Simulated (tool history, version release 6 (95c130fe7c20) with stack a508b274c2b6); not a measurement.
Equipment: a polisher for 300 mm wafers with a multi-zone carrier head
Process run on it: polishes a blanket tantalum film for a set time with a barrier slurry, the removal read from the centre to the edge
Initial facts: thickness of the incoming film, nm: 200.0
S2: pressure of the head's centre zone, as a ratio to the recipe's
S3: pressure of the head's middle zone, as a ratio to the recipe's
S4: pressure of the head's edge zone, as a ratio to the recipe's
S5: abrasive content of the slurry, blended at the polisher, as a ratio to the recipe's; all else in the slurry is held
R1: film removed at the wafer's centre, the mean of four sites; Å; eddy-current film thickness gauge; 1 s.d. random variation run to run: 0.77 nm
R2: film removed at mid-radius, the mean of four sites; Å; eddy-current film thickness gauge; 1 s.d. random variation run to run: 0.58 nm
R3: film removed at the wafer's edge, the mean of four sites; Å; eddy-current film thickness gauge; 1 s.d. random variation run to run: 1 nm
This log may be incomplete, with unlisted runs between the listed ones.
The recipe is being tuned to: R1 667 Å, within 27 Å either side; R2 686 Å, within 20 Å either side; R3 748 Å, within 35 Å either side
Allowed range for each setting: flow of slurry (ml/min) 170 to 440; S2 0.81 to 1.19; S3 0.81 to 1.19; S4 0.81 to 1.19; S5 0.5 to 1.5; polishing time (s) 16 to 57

run 1 day=0 | flow_of_slurry_(ml/min)=280 S2=1 S3=1 S4=1 S5=1 polishing_time_(s)=36 | R1=765.31 R2=749.32 R3=773.53
run 2 day=0.321 | flow_of_slurry_(ml/min)=275 S2=0.99 S3=0.99 S4=1 S5=1 polishing_time_(s)=36 | R1=777.62 R2=733.7 R3=766.36
run 3 day=0.529 | flow_of_slurry_(ml/min)=275 S2=0.99 S3=0.99 S4=0.93 S5=1 polishing_time_(s)=36 | R1=773.94 R2=736.66 R3=756.76
run 4 day=0.871 | flow_of_slurry_(ml/min)=275 S2=0.91 S3=0.99 S4=0.93 S5=1 polishing_time_(s)=36 | R1=693.33 R2=735.69 R3=742.6
run 5 day=1.021 | flow_of_slurry_(ml/min)=275 S2=0.91 S3=0.99 S4=0.89 S5=1 polishing_time_(s)=36 | R1=697.03 R2=744.35 R3=735.57
run 6 day=1.3 | flow_of_slurry_(ml/min)=270 S2=0.91 S3=0.98 S4=0.9 S5=1 polishing_time_(s)=36 | R1=704.57 R2=732.77 R3=730.4
run 7 day=1.558 | flow_of_slurry_(ml/min)=270 S2=0.9 S3=0.97 S4=0.91 S5=1 polishing_time_(s)=36 | R1=702.39 R2=721.63 R3=732.72
run 8 day=1.592 | flow_of_slurry_(ml/min)=270 S2=0.89 S3=0.97 S4=0.92 S5=1 polishing_time_(s)=36 | R1=683.1 R2=720.82 R3=736.28
run 9 day=1.933 | flow_of_slurry_(ml/min)=265 S2=0.89 S3=0.96 S4=0.93 S5=1 polishing_time_(s)=36 | R1=676.61 R2=727.05 R3=739.48
run 10 day=2.175 | flow_of_slurry_(ml/min)=265 S2=0.89 S3=0.95 S4=0.93 S5=1 polishing_time_(s)=36 | R1=688 R2=714.5 R3=738.23

5 candidate next runs follow, results not yet known. Just one meets every target within its allowed miss. Identify it.
run A day=2.417 | flow_of_slurry_(ml/min)=230 S2=0.95 S3=1.08 S4=0.83 S5=1.05 polishing_time_(s)=36 | R1=? R2=? R3=?
run B day=2.417 | flow_of_slurry_(ml/min)=250 S2=0.91 S3=0.96 S4=1.03 S5=0.9 polishing_time_(s)=35 | R1=? R2=? R3=?
run C day=2.417 | flow_of_slurry_(ml/min)=300 S2=0.99 S3=1.02 S4=0.98 S5=1.3 polishing_time_(s)=31 | R1=? R2=? R3=?
run D day=2.417 | flow_of_slurry_(ml/min)=265 S2=0.87 S3=1.03 S4=0.84 S5=0.95 polishing_time_(s)=36 | R1=? R2=? R3=?
run E day=2.417 | flow_of_slurry_(ml/min)=305 S2=0.94 S3=0.9 S4=0.89 S5=1.05 polishing_time_(s)=35 | R1=? R2=? R3=?

move=A R1=718.69 R2=789.2 R3=702.51
move=B R1=657.95 R2=682.74 R3=741.9
move=C R1=689.65 R2=689.95 R3=692.01
move=D R1=657.62 R2=757.22 R3=702.97
move=E R1=713.33 R2=677.74 R3=722.39
A: further off than the last run
B: every result lands within tolerance
C: puts the biggest miss on target and leaves a different result outside tolerance
D: further off than the last run
E: puts the biggest miss on target and leaves a different result outside tolerance
Go with B: it meets all targets.

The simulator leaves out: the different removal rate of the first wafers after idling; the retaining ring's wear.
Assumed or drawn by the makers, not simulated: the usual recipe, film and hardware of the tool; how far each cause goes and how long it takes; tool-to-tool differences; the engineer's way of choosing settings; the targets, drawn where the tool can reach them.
